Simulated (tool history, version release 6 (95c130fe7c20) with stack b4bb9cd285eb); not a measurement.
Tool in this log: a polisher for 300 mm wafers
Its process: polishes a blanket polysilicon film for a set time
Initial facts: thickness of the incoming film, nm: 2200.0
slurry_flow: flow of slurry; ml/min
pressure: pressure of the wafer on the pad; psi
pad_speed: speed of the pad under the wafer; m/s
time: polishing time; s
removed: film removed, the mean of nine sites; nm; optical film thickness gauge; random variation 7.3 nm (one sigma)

run 1 hour=0.0 | slurry_flow=220 pressure=2.6 pad_speed=1.00 time=122 | removed=879.23
run 2 hour=7.9 | slurry_flow=225 pressure=2.6 pad_speed=1.00 time=122 | removed=867.09
run 3 hour=10.9 | slurry_flow=225 pressure=2.9 pad_speed=1.00 time=122 | removed=967.27
run 4 hour=16.0 | slurry_flow=225 pressure=2.9 pad_speed=1.22 time=122 | removed=1175.70
run 5 hour=22.3 | slurry_flow=225 pressure=2.8 pad_speed=1.22 time=122 | removed=1121.00
run 6 hour=23.0 | slurry_flow=225 pressure=2.8 pad_speed=1.22 time=122 | removed=1141.40
run 7 hour=30.4 | slurry_flow=210 pressure=2.1 pad_speed=1.22 time=122 | removed=847.99
-- hour=32.8 head pressure recalibrated
run 8 hour=32.8 | slurry_flow=220 pressure=2.2 pad_speed=1.22 time=122 | removed=814.56
run 9 hour=38.4 | slurry_flow=215 pressure=2.2 pad_speed=1.22 time=122 | removed=812.46

Forecast run 10:
run 10 hour=45.5 | slurry_flow=215 pressure=2.3 pad_speed=1.22 time=122 | removed=?

removed: 835.81 nm
